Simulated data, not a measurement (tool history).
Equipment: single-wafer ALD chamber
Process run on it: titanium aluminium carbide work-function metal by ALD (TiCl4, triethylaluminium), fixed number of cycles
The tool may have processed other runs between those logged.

run,day,heater temperature setpoint (K),triethylaluminium pulse time (s),mean film thickness on the monitor wafer (angstrom)
1,0.000,583.15,7.79,22.504
2,0.196,591.15,7.79,23.117
3,0.550,585.15,6.82,22.112
4,0.671,585.15,5.53,20.203
5,0.908,585.15,6.56,21.739
6,1.267,576.15,6.56,20.856
7,1.475,564.15,4.07,14.978

Run 8 has not been measured yet. What should we expect?
8,1.550,565.15,4.08,?

mean film thickness on the monitor wafer (angstrom): 15.053

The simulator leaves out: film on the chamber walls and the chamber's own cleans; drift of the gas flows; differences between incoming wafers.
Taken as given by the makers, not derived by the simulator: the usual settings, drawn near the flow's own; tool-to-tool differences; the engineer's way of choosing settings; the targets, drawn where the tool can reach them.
